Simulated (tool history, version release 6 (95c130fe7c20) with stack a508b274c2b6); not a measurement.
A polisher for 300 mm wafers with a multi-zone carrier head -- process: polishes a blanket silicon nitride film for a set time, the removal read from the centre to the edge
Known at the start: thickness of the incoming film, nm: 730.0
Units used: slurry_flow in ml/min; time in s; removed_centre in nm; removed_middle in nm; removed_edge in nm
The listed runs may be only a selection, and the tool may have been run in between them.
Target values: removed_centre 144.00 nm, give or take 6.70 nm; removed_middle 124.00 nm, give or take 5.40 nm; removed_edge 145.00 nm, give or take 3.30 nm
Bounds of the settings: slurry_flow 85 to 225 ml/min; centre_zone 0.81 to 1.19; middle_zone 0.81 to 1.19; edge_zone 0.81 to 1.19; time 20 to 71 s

Run 1, day 0.000: slurry_flow 145 ml/min, centre_zone 1.00, middle_zone 1.00, edge_zone 1.00, time 45 s. Result: removed_centre 117.56 nm, removed_middle 115.28 nm, removed_edge 114.58 nm.
Run 2, day 0.196: slurry_flow 155 ml/min, centre_zone 1.01, middle_zone 0.98, edge_zone 1.05, time 46 s. Result: removed_centre 124.51 nm, removed_middle 116.99 nm, removed_edge 120.92 nm.
Run 3, day 0.433: slurry_flow 165 ml/min, centre_zone 1.01, middle_zone 0.96, edge_zone 1.09, time 47 s. Result: removed_centre 125.86 nm, removed_middle 117.29 nm, removed_edge 127.21 nm.
Run 4, day 0.688: slurry_flow 140 ml/min, centre_zone 1.01, middle_zone 0.96, edge_zone 1.09, time 47 s. Result: removed_centre 120.27 nm, removed_middle 115.45 nm, removed_edge 125.36 nm.
Run 5, day 0.733: slurry_flow 140 ml/min, centre_zone 0.95, middle_zone 0.96, edge_zone 1.09, time 47 s. Result: removed_centre 116.96 nm, removed_middle 115.47 nm, removed_edge 124.68 nm.
Run 6, day 0.846: slurry_flow 140 ml/min, centre_zone 0.95, middle_zone 1.01, edge_zone 1.09, time 47 s. Result: removed_centre 116.75 nm, removed_middle 122.14 nm, removed_edge 124.26 nm.
Run 7, day 1.196: slurry_flow 150 ml/min, centre_zone 0.98, middle_zone 0.99, edge_zone 1.11, time 48 s. Result: removed_centre 124.00 nm, removed_middle 123.68 nm, removed_edge 130.38 nm.
Run 8, day 1.542: slurry_flow 190 ml/min, centre_zone 1.08, middle_zone 0.91, edge_zone 1.19, time 49 s. Result: removed_centre 141.24 nm, removed_middle 121.29 nm, removed_edge 140.65 nm.
Run 9, day 1.775: slurry_flow 195 ml/min, centre_zone 1.08, middle_zone 0.91, edge_zone 1.19, time 49 s. Result: removed_centre 142.39 nm, removed_middle 123.07 nm, removed_edge 141.98 nm.

4 next moves are on the table. One of them brings every result within its allowed miss. Which?
Run A, day 2.008: slurry_flow 170 ml/min, centre_zone 1.01, middle_zone 0.89, edge_zone 1.13, time 50 s. Result: removed_centre ?, removed_middle ?, removed_edge ?.
Run B, day 2.008: slurry_flow 205 ml/min, centre_zone 1.07, middle_zone 0.96, edge_zone 1.09, time 48 s. Result: removed_centre ?, removed_middle ?, removed_edge ?.
Run C, day 2.008: slurry_flow 165 ml/min, centre_zone 0.99, middle_zone 0.85, edge_zone 1.19, time 54 s. Result: removed_centre ?, removed_middle ?, removed_edge ?.
Run D, day 2.008: slurry_flow 155 ml/min, centre_zone 1.08, middle_zone 0.91, edge_zone 1.19, time 52 s. Result: removed_centre ?, removed_middle ?, removed_edge ?.

move  removed_centre  removed_middle  removed_edge
   A          134.35          120.77        139.03
   B          139.81          127.29        133.91
   C          141.90          124.89        153.71
   D          144.53          125.66        146.60
A: misses by more than the last run did
B: misses by more than the last run did
C: takes the result that was furthest off past its target
D: every result lands within tolerance
Correct choice: D, which meets every target

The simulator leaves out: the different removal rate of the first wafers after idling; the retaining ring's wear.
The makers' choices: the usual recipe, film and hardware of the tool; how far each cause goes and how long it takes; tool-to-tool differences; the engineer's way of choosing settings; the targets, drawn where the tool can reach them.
